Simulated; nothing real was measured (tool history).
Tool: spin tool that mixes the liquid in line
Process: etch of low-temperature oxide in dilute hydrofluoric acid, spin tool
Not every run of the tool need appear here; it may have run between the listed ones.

run	hour	temperature setpoint of the liquid (°C)	parts of water to one part of 49 % hydrofluoric acid (parts by volume)	time under the liquid (s)	thickness taken off the low-temperature oxide on a monitor wafer (nm)
1	0.0	26.0	110	50	13.4430
2	6.0	26.0	150	50	9.4024
3	7.1	25.5	150	50	9.2644
4	9.8	25.5	150	35	6.4226
# hour 16.8: hydrofluoric acid flow meter replaced
5	16.8	25.5	150	50	10.4330
6	21.2	25.5	155	50	10.0910
7	29.5	25.0	160	50	9.4734

Forecast run 8:
8	30.5	26.0	160	50	?

Logged for run 8: thickness taken off the low-temperature oxide on a monitor wafer (nm) 9.9066.
